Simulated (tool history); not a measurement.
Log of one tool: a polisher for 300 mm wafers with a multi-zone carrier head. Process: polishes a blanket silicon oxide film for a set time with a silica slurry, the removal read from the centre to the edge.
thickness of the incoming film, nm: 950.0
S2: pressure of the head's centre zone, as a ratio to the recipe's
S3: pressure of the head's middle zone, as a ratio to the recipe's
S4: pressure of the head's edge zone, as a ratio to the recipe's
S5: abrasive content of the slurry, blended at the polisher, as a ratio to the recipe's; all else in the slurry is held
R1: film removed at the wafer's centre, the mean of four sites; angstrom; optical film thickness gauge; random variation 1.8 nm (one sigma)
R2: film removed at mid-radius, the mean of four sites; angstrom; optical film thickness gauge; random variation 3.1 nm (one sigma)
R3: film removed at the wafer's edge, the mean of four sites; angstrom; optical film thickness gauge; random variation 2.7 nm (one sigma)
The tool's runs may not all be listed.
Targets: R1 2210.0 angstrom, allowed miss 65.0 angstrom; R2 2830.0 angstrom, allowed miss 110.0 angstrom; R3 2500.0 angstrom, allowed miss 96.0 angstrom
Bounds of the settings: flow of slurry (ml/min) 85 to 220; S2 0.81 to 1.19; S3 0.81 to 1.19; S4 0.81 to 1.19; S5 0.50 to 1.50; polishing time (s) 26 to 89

run 1 hour=0.0 | flow_of_slurry_(ml/min)=140 S2=1.00 S3=1.00 S4=1.00 S5=1.00 polishing_time_(s)=57 | R1=2096.8 R2=2147.2 R3=2143.9
run 2 hour=6.5 | flow_of_slurry_(ml/min)=140 S2=1.00 S3=1.03 S4=1.00 S5=1.00 polishing_time_(s)=57 | R1=2115.6 R2=2188.8 R3=2101.6
run 3 hour=9.6 | flow_of_slurry_(ml/min)=140 S2=1.00 S3=1.09 S4=1.00 S5=1.00 polishing_time_(s)=57 | R1=2088.3 R2=2293.6 R3=2092.8
run 4 hour=15.5 | flow_of_slurry_(ml/min)=150 S2=0.99 S3=1.10 S4=1.02 S5=1.00 polishing_time_(s)=57 | R1=2106.5 R2=2325.5 R3=2161.8
run 5 hour=18.1 | flow_of_slurry_(ml/min)=155 S2=0.97 S3=1.12 S4=1.02 S5=1.05 polishing_time_(s)=57 | R1=2106.9 R2=2509.1 R3=2198.6
run 6 hour=21.9 | flow_of_slurry_(ml/min)=155 S2=0.97 S3=1.12 S4=1.02 S5=1.05 polishing_time_(s)=50 | R1=1876.1 R2=2149.4 R3=1908.9
-- hour=22.7 worn pad replaced by a new one
run 7 hour=22.7 | flow_of_slurry_(ml/min)=160 S2=0.96 S3=1.13 S4=1.04 S5=1.10 polishing_time_(s)=50 | R1=2030.2 R2=2412.9 R3=2138.3
run 8 hour=30.2 | flow_of_slurry_(ml/min)=200 S2=0.90 S3=1.14 S4=1.09 S5=1.10 polishing_time_(s)=50 | R1=2007.5 R2=2507.8 R3=2267.9
run 9 hour=34.3 | flow_of_slurry_(ml/min)=200 S2=0.90 S3=1.15 S4=1.10 S5=1.10 polishing_time_(s)=50 | R1=2003.7 R2=2563.9 R3=2234.0
run 10 hour=35.9 | flow_of_slurry_(ml/min)=200 S2=0.90 S3=1.15 S4=1.11 S5=1.10 polishing_time_(s)=50 | R1=1976.7 R2=2495.8 R3=2279.9

4 next moves are on the table. One of them brings every result within its allowed miss. Which?
run A hour=37.5 | flow_of_slurry_(ml/min)=220 S2=1.01 S3=1.14 S4=1.01 S5=1.20 polishing_time_(s)=51 | R1=? R2=? R3=?
run B hour=37.5 | flow_of_slurry_(ml/min)=220 S2=0.96 S3=1.13 S4=1.12 S5=1.00 polishing_time_(s)=53 | R1=? R2=? R3=?
run C hour=37.5 | flow_of_slurry_(ml/min)=195 S2=0.95 S3=1.14 S4=1.06 S5=1.05 polishing_time_(s)=57 | R1=? R2=? R3=?
run D hour=37.5 | flow_of_slurry_(ml/min)=190 S2=0.92 S3=1.18 S4=1.12 S5=1.35 polishing_time_(s)=51 | R1=? R2=? R3=?

move=A R1=2356.3 R2=2694.3 R3=2278.9
move=B R1=2167.6 R2=2589.5 R3=2323.5
move=C R1=2307.0 R2=2812.1 R3=2445.9
move=D R1=2186.5 R2=2836.4 R3=2463.4
A: takes the result that was furthest off past its target
B: brings the result that was furthest off to its target, and leaves another outside
C: takes the result that was furthest off past its target
D: meets every target
The right move is D.
